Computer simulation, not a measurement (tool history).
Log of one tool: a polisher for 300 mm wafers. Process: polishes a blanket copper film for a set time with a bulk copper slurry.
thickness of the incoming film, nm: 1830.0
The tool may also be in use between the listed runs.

run  hour  flow of slurry (ml/min)  pressure of the wafer on the pad (psi)  speed of the pad under the wafer (m/s)  abrasive content of the slurry  polishing time (s)  film removed (Å)
  1   0.0                      145                                     2.5                                    1.36                             1.0                  33            3427.0
  2   8.1                      150                                     2.7                                    1.36                             1.0                  33            3698.0
  3  15.8                      125                                     2.7                                    1.36                             1.0                  33            3601.6
  4  21.0                      125                                     3.2                                    1.36                             1.0                  33            4191.6
  5  26.7                      135                                     3.3                                    1.36                             1.0                  33            4390.7
  6  34.9                      135                                     3.3                                    1.36                             1.0                  33            4375.2
  7  38.3                      140                                     3.4                                    1.36                             1.0                  33            4600.7
  8  46.1                      150                                     3.4                                    1.36                             1.0                  33            4691.7

Forecast run 9:
  9  48.4                      160                                     3.4                                    1.36                             1.0                  33                 ?

film removed (Å): 4667.2
